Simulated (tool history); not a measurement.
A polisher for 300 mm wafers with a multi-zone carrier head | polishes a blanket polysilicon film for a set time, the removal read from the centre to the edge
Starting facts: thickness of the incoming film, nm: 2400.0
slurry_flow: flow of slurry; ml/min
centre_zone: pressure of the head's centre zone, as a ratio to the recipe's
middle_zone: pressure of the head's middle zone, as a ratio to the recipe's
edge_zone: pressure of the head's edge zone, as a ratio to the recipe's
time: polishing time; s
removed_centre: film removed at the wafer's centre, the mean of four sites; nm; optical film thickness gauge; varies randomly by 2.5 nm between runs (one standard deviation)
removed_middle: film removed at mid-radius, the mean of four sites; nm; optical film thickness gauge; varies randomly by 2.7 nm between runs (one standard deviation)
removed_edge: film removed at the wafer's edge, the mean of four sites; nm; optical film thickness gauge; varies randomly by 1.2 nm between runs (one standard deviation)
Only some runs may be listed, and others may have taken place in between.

Run 1, hour 0.0: slurry_flow 175 ml/min, centre_zone 1.00, middle_zone 1.00, edge_zone 1.00, time 37 s. Result: removed_centre 281.73 nm, removed_middle 285.97 nm, removed_edge 285.61 nm.
Run 2, hour 3.9: slurry_flow 175 ml/min, centre_zone 1.01, middle_zone 1.01, edge_zone 0.98, time 35 s. Result: removed_centre 276.89 nm, removed_middle 275.65 nm, removed_edge 263.17 nm.
Run 3, hour 4.6: slurry_flow 170 ml/min, centre_zone 1.00, middle_zone 1.01, edge_zone 0.96, time 33 s. Result: removed_centre 255.70 nm, removed_middle 254.70 nm, removed_edge 247.63 nm.
Run 4, hour 7.1: slurry_flow 170 ml/min, centre_zone 1.00, middle_zone 1.02, edge_zone 0.94, time 31 s. Result: removed_centre 242.76 nm, removed_middle 241.42 nm, removed_edge 231.45 nm.
Run 5, hour 12.3: slurry_flow 170 ml/min, centre_zone 1.06, middle_zone 1.02, edge_zone 0.94, time 31 s. Result: removed_centre 257.68 nm, removed_middle 240.12 nm, removed_edge 231.25 nm.
Run 6, hour 16.0: slurry_flow 170 ml/min, centre_zone 1.01, middle_zone 1.02, edge_zone 0.94, time 31 s. Result: removed_centre 242.80 nm, removed_middle 239.23 nm, removed_edge 226.94 nm.
Run 7, hour 17.8: slurry_flow 170 ml/min, centre_zone 1.00, middle_zone 1.03, edge_zone 0.92, time 30 s. Result: removed_centre 234.77 nm, removed_middle 234.01 nm, removed_edge 221.39 nm.
Run 8, hour 23.8: slurry_flow 170 ml/min, centre_zone 1.00, middle_zone 1.04, edge_zone 0.91, time 29 s. Result: removed_centre 220.16 nm, removed_middle 234.27 nm, removed_edge 213.96 nm.
Run 9, hour 30.1: slurry_flow 155 ml/min, centre_zone 1.10, middle_zone 1.02, edge_zone 0.81, time 19 s. Result: removed_centre 158.34 nm, removed_middle 147.61 nm, removed_edge 131.38 nm.
Run 10, hour 38.0: slurry_flow 165 ml/min, centre_zone 1.09, middle_zone 1.03, edge_zone 0.82, time 19 s. Result: removed_centre 160.10 nm, removed_middle 145.55 nm, removed_edge 133.35 nm.
Run 11, hour 41.4: slurry_flow 165 ml/min, centre_zone 1.09, middle_zone 1.05, edge_zone 0.83, time 19 s. Result: removed_centre 158.27 nm, removed_middle 153.30 nm, removed_edge 132.31 nm.
Run 12, hour 45.4: slurry_flow 170 ml/min, centre_zone 1.09, middle_zone 1.06, edge_zone 0.85, time 19 s. Result: removed_centre 162.25 nm, removed_middle 153.07 nm, removed_edge 133.80 nm.
Run 13, hour 50.1: slurry_flow 170 ml/min, centre_zone 1.08, middle_zone 1.07, edge_zone 0.87, time 19 s. Result: removed_centre 160.96 nm, removed_middle 151.98 nm, removed_edge 136.28 nm.

What does the tool deliver on the next run?
Run 14, hour 57.4: slurry_flow 220 ml/min, centre_zone 1.05, middle_zone 1.17, edge_zone 0.94, time 22 s. Result: removed_centre ?, removed_middle ?, removed_edge ?.

{"run 14": {"removed_centre": 187.36, "removed_middle": 197.05, "removed_edge": 170.66}}
